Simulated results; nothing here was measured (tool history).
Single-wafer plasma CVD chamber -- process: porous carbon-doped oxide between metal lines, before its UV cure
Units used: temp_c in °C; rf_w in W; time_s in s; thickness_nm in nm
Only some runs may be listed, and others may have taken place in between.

Run 1, day 0.000: temp_c 300 °C, rf_w 430 W, time_s 35.1 s. Result: thickness_nm 171.65 nm.
Run 2, day 0.054: temp_c 294 °C, rf_w 430 W, time_s 35.1 s. Result: thickness_nm 177.61 nm.
Run 3, day 0.392: temp_c 293 °C, rf_w 430 W, time_s 35.1 s. Result: thickness_nm 179.38 nm.
Run 4, day 0.562: temp_c 292 °C, rf_w 430 W, time_s 35.1 s. Result: thickness_nm 179.66 nm.
Run 5, day 0.688: temp_c 298 °C, rf_w 430 W, time_s 35.1 s. Result: thickness_nm 174.07 nm.
Run 6, day 0.800: temp_c 298 °C, rf_w 375 W, time_s 35.1 s. Result: thickness_nm 150.39 nm.
Run 7, day 0.992: temp_c 295 °C, rf_w 385 W, time_s 35.1 s. Result: thickness_nm 158.12 nm.
Run 8, day 1.150: temp_c 292 °C, rf_w 390 W, time_s 35.1 s. Result: thickness_nm 163.38 nm.
At day 1.450: thermocouple changed; heater temperature recalibrated.
Run 9, day 1.450: temp_c 290 °C, rf_w 395 W, time_s 35.1 s. Result: thickness_nm 164.97 nm.
Run 10, day 1.583: temp_c 288 °C, rf_w 400 W, time_s 35.1 s. Result: thickness_nm 170.64 nm.

Estimate the outcome of run 11 from the log above:
Run 11, day 1.771: temp_c 286 °C, rf_w 405 W, time_s 35.1 s. Result: thickness_nm ?.

Run 11 produced thickness_nm 175.15 nm.
